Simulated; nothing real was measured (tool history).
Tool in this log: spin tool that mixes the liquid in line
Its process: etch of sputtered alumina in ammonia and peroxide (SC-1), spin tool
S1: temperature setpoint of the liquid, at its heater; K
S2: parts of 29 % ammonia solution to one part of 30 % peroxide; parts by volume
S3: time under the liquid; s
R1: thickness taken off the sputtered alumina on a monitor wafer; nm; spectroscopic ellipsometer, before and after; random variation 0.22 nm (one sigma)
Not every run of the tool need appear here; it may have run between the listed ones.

Run 1, hour 0.0: S1 324.15 K, S2 0.75 parts by volume, S3 275 s. Result: R1 18.712 nm.
Run 2, hour 6.7: S1 324.15 K, S2 0.75 parts by volume, S3 300 s. Result: R1 20.094 nm.
Run 3, hour 10.8: S1 330.65 K, S2 0.75 parts by volume, S3 300 s. Result: R1 28.596 nm.
Run 4, hour 14.4: S1 336.65 K, S2 0.75 parts by volume, S3 300 s. Result: R1 39.005 nm.
Run 5, hour 19.2: S1 336.15 K, S2 0.75 parts by volume, S3 300 s. Result: R1 37.740 nm.
Run 6, hour 21.0: S1 336.15 K, S2 0.75 parts by volume, S3 275 s. Result: R1 34.876 nm.

For run 7, what comes out?
Run 7, hour 25.7: S1 335.65 K, S2 0.75 parts by volume, S3 275 s. Result: R1 ?.

R1: 33.739 nm

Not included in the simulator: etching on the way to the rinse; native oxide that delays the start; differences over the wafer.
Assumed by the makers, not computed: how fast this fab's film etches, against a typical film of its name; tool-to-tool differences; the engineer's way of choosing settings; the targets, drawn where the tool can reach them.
